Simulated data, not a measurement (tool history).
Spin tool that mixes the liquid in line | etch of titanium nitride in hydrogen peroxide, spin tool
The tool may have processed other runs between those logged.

| run | hour | temperature setpoint of the liquid (C) | concentration of hydrogen peroxide in the mixed liquid (% by weight) | time under the liquid (s) | thickness taken off the titanium nitride on a monitor wafer (Å) |
|---|---|---|---|---|---|
| 1 | 0.0 | 46.0 | 24 | 45 | 19.979 |
| 2 | 8.1 | 47.5 | 24 | 45 | 22.453 |
| 3 | 12.7 | 47.5 | 24 | 25 | 12.592 |
| 4 | 21.6 | 53.5 | 24 | 25 | 19.191 |
|  | 30.5 | heated supply line repaired |
| 5 | 30.5 | 55.0 | 25 | 30 | 34.733 |
| 6 | 38.6 | 55.0 | 25 | 45 | 50.400 |

Run 7 is up next; what results do you expect?
| 7 | 46.7 | 54.5 | 25 | 45 | ? |

Run 7 came out at thickness taken off the titanium nitride on a monitor wafer (Å) 49.236.
